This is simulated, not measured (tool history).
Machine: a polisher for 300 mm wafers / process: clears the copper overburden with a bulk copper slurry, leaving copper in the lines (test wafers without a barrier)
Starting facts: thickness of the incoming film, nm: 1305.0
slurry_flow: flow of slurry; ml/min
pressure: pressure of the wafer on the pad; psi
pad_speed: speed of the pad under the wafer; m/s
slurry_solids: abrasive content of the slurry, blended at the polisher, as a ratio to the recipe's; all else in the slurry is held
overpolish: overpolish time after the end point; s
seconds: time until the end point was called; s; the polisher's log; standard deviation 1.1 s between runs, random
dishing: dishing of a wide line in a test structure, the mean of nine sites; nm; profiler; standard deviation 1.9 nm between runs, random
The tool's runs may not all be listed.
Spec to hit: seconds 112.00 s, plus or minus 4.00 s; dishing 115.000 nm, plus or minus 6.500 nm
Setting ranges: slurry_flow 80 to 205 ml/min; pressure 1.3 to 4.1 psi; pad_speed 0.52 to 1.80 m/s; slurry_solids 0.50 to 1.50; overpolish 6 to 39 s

run  hour  slurry_flow  pressure  pad_speed  slurry_solids  overpolish  seconds  dishing
  1   0.0          135       2.7       1.16           1.00          20   164.11   84.108
  2   1.9          135       2.7       1.42           1.00          20   140.90   91.327
  3   4.7          140       2.9       1.42           1.00          21   129.67   94.528
  4   6.2          140       2.4       1.42           1.00          21   156.96   83.105
  5  11.0          140       2.4       1.52           1.00          21   149.11   85.646
  6  17.1          120       2.4       1.52           1.00          21   154.39   86.876
  7  17.7          130       2.6       1.52           1.00          23   140.02   95.261
  8  23.8          140       2.7       1.52           1.00          24   134.76   99.650
  9  29.6          145       2.8       1.52           1.00          24   129.57  102.750
 10  37.4          145       2.9       1.52           1.00          24   124.54  104.830

Below are 5 possible settings for the next run. Only one of them brings all results inside the allowed miss of their targets. Which is it?
  A  45.2          180       3.0       1.72           1.05          17        ?        ?
  B  45.2          130       3.3       1.52           0.90          19        ?        ?
  C  45.2          150       3.1       1.30           1.30          28        ?        ?
  D  45.2          145       3.0       1.76           1.05          18        ?        ?
  E  45.2          130       2.8       1.78           1.15          29        ?        ?

move  seconds  dishing
   A   105.67   95.894
   B   115.71   98.809
   C   120.54  109.920
   D   106.57   97.832
   E   111.35  109.640
A: pushes the last run's worst result past its target
B: corrects the largest miss of the last run, while another result sits out of spec
C: gains on the last run, yet a result remains outside its allowed miss
D: pushes the last run's worst result past its target
E: all results land within tolerance of their targets
E is the move that brings every result within its allowed miss.
